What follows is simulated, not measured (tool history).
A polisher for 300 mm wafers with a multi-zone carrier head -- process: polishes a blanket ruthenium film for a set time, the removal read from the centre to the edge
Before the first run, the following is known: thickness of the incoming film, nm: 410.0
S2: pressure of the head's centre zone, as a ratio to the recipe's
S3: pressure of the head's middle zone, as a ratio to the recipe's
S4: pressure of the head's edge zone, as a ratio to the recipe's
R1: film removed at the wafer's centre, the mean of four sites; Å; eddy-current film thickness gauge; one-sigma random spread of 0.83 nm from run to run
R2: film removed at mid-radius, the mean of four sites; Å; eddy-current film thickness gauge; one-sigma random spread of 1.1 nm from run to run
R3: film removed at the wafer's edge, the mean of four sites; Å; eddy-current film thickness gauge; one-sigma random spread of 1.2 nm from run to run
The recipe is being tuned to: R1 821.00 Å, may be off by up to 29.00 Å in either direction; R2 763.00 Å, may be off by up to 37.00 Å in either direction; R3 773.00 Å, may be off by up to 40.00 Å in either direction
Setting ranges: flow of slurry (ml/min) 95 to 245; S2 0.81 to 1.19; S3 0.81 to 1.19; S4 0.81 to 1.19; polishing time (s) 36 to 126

{"run": 1, "day": 0.0, "flow of slurry (ml/min)": 155, "S2": 1.0, "S3": 1.0, "S4": 1.0, "polishing time (s)": 81, "R1": 1111.1, "R2": 1125.0, "R3": 1140.9}
{"run": 2, "day": 0.058, "flow of slurry (ml/min)": 155, "S2": 1.0, "S3": 1.0, "S4": 1.0, "polishing time (s)": 101, "R1": 1393.3, "R2": 1374.3, "R3": 1392.6}
{"run": 3, "day": 0.179, "flow of slurry (ml/min)": 170, "S2": 1.0, "S3": 1.0, "S4": 1.0, "polishing time (s)": 101, "R1": 1377.6, "R2": 1416.6, "R3": 1411.0}
{"run": 4, "day": 0.292, "flow of slurry (ml/min)": 170, "S2": 1.0, "S3": 1.08, "S4": 1.0, "polishing time (s)": 101, "R1": 1389.8, "R2": 1526.3, "R3": 1416.2}
{"run": 5, "day": 0.329, "flow of slurry (ml/min)": 170, "S2": 1.0, "S3": 1.11, "S4": 1.0, "polishing time (s)": 101, "R1": 1403.6, "R2": 1564.6, "R3": 1406.5}
{"run": 6, "day": 0.383, "flow of slurry (ml/min)": 170, "S2": 1.0, "S3": 1.11, "S4": 0.96, "polishing time (s)": 101, "R1": 1408.3, "R2": 1491.6, "R3": 1389.3}
{"run": 7, "day": 0.579, "flow of slurry (ml/min)": 165, "S2": 1.0, "S3": 1.11, "S4": 0.93, "polishing time (s)": 91, "R1": 1249.6, "R2": 1391.5, "R3": 1237.4}
{"run": 8, "day": 0.662, "flow of slurry (ml/min)": 160, "S2": 1.01, "S3": 1.07, "S4": 0.92, "polishing time (s)": 82, "R1": 1125.2, "R2": 1191.6, "R3": 1078.1}
{"run": 9, "day": 0.979, "flow of slurry (ml/min)": 155, "S2": 1.01, "S3": 1.03, "S4": 0.91, "polishing time (s)": 77, "R1": 1065.4, "R2": 1125.6, "R3": 988.27}
{"run": 10, "day": 1.142, "flow of slurry (ml/min)": 145, "S2": 1.01, "S3": 0.99, "S4": 0.92, "polishing time (s)": 73, "R1": 1000.3, "R2": 1019.3, "R3": 952.1}
{"run": 11, "day": 1.392, "flow of slurry (ml/min)": 140, "S2": 1.01, "S3": 0.96, "S4": 0.92, "polishing time (s)": 70, "R1": 943.58, "R2": 950.19, "R3": 947.2}
{"run": 12, "day": 1.521, "flow of slurry (ml/min)": 140, "S2": 1.02, "S3": 0.94, "S4": 0.91, "polishing time (s)": 67, "R1": 917.23, "R2": 868.43, "R3": 866.56}
{"run": 13, "day": 1.7, "flow of slurry (ml/min)": 140, "S2": 1.01, "S3": 0.92, "S4": 0.89, "polishing time (s)": 66, "R1": 913.64, "R2": 847.26, "R3": 850.67}
{"run": 14, "day": 1.988, "flow of slurry (ml/min)": 135, "S2": 1.0, "S3": 0.91, "S4": 0.88, "polishing time (s)": 65, "R1": 860.09, "R2": 826.19, "R3": 813.11}
{"run": 15, "day": 2.208, "flow of slurry (ml/min)": 135, "S2": 1.0, "S3": 0.91, "S4": 0.88, "polishing time (s)": 65, "R1": 873.86, "R2": 837.71, "R3": 813.79}

Below are 4 possible settings for the next run. Only one of them brings all results inside the allowed miss of their targets. Which is it?
{"run": "A", "day": 2.429, "flow of slurry (ml/min)": 180, "S2": 0.98, "S3": 0.97, "S4": 1.03, "polishing time (s)": 55, "R1": "?", "R2": "?", "R3": "?"}
{"run": "B", "day": 2.429, "flow of slurry (ml/min)": 135, "S2": 1.19, "S3": 0.87, "S4": 0.84, "polishing time (s)": 56, "R1": "?", "R2": "?", "R3": "?"}
{"run": "C", "day": 2.429, "flow of slurry (ml/min)": 230, "S2": 1.03, "S3": 0.92, "S4": 0.92, "polishing time (s)": 56, "R1": "?", "R2": "?", "R3": "?"}
{"run": "D", "day": 2.429, "flow of slurry (ml/min)": 145, "S2": 1.04, "S3": 0.86, "S4": 0.84, "polishing time (s)": 65, "R1": "?", "R2": "?", "R3": "?"}

move=A R1=759.52 R2=765.17 R3=760.29
move=B R1=891.11 R2=690.59 R3=690.30
move=C R1=839.21 R2=772.40 R3=754.26
move=D R1=918.30 R2=804.23 R3=807.54
A: meets the target for the result that was furthest off, but another lies outside its allowed miss
B: takes the biggest miss from the last run beyond its target
C: every result within its allowed miss
D: its largest miss is bigger than the last run's
Move C is the one to make.
